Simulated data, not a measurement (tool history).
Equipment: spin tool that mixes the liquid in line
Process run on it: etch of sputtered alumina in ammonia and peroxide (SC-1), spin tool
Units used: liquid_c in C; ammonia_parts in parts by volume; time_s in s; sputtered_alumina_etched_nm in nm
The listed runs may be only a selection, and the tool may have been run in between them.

| run | hour | liquid_c | ammonia_parts | time_s | sputtered_alumina_etched_nm |
|---|---|---|---|---|---|
| 1 | 0 | 50 | 0.75 | 55 | 2.2113 |
| 2 | 5.6 | 50 | 0.95 | 55 | 2.2489 |
| 3 | 10.1 | 45 | 0.95 | 55 | 1.7436 |
| 4 | 15.7 | 45 | 1.15 | 55 | 1.7446 |
| 5 | 17.5 | 45 | 0.9 | 55 | 1.7121 |
| 6 | 19.2 | 47.5 | 0.9 | 55 | 1.9843 |
|  | 23.7 | ammonia flow meter replaced |
| 7 | 23.7 | 49.5 | 0.9 | 55 | 2.257 |
| 8 | 25.4 | 50.5 | 0.9 | 55 | 2.3127 |
| 9 | 33.1 | 51.5 | 0.9 | 55 | 2.4531 |

What will run 10 give?
| 10 | 35.8 | 52.5 | 0.9 | 55 | ? |

sputtered_alumina_etched_nm: 2.614 nm
